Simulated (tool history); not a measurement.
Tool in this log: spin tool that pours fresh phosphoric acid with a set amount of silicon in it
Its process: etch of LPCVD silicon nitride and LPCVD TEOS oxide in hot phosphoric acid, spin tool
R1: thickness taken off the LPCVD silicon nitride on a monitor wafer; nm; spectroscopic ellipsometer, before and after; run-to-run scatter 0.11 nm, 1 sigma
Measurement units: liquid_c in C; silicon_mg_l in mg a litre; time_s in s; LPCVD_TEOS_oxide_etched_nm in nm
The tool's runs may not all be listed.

Run 1, hour 0.0: liquid_c 164.0 C, silicon_mg_l 12.5 mg a litre, time_s 180 s. Result: R1 15.917 nm, LPCVD_TEOS_oxide_etched_nm 0.39113 nm.
Run 2, hour 7.7: liquid_c 164.0 C, silicon_mg_l 17.5 mg a litre, time_s 180 s. Result: R1 16.006 nm, LPCVD_TEOS_oxide_etched_nm 0.33943 nm.
Run 3, hour 13.1: liquid_c 165.0 C, silicon_mg_l 18.0 mg a litre, time_s 205 s. Result: R1 18.794 nm, LPCVD_TEOS_oxide_etched_nm 0.41584 nm.
Run 4, hour 14.2: liquid_c 166.5 C, silicon_mg_l 18.0 mg a litre, time_s 205 s. Result: R1 19.732 nm, LPCVD_TEOS_oxide_etched_nm 0.50450 nm.
Run 5, hour 20.8: liquid_c 166.5 C, silicon_mg_l 18.0 mg a litre, time_s 125 s. Result: R1 12.059 nm, LPCVD_TEOS_oxide_etched_nm 0.25259 nm.
Run 6, hour 25.0: liquid_c 167.0 C, silicon_mg_l 20.0 mg a litre, time_s 165 s. Result: R1 16.134 nm, LPCVD_TEOS_oxide_etched_nm 0.37783 nm.

The next listed run, before its measurement:
Run 7, hour 30.1: liquid_c 167.0 C, silicon_mg_l 22.0 mg a litre, time_s 190 s. Result: R1 ?, LPCVD_TEOS_oxide_etched_nm ?.

R1: 18.682 nm
LPCVD_TEOS_oxide_etched_nm: 0.41988 nm

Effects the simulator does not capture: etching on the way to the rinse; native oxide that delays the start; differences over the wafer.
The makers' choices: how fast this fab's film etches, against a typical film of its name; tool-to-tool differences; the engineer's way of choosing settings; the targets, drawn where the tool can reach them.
